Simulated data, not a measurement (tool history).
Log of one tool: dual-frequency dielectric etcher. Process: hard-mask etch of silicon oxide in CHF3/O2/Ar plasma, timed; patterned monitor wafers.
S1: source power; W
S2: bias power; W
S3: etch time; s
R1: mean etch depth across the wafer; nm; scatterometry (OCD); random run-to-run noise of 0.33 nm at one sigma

| run | hour | S1 | S2 | S3 | R1 |
|---|---|---|---|---|---|
| 1 | 0 | 820 | 203 | 31 | 76.52 |
| 2 | 4 | 820 | 203 | 32.5 | 80.876 |
| 3 | 9 | 820 | 216 | 32.5 | 83.124 |
| 4 | 10 | 820 | 249 | 32.5 | 86.283 |
| 5 | 12.9 | 750 | 220 | 32 | 77.719 |
| 6 | 15.2 | 750 | 254 | 32 | 80.487 |
| 7 | 19.2 | 690 | 230 | 32 | 75.587 |

Run 8 has not been measured yet. What should we expect?
| 8 | 24 | 650 | 210 | 32 | ? |

{"run 8": {"R1": 69.951}}
